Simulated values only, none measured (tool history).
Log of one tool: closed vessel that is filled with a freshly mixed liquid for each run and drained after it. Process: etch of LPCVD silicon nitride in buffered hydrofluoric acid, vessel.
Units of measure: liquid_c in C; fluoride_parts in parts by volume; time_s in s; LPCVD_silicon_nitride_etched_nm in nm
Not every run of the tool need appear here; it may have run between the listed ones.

run,hour,liquid_c,fluoride_parts,time_s,LPCVD_silicon_nitride_etched_nm
1,0.0,25.0,13.0,3135,34.846
2,7.3,25.0,13.0,3135,35.047
3,13.3,22.5,13.5,3135,29.170
4,17.3,22.5,13.5,3345,31.492
5,20.6,20.5,13.5,3345,27.997
6,26.9,20.5,15.0,3345,25.092
7,36.1,19.5,15.0,3345,24.166

Predict the results of run 8:
8,38.0,17.0,15.0,3345,?

Run 8 measured LPCVD_silicon_nitride_etched_nm 20.891 nm.

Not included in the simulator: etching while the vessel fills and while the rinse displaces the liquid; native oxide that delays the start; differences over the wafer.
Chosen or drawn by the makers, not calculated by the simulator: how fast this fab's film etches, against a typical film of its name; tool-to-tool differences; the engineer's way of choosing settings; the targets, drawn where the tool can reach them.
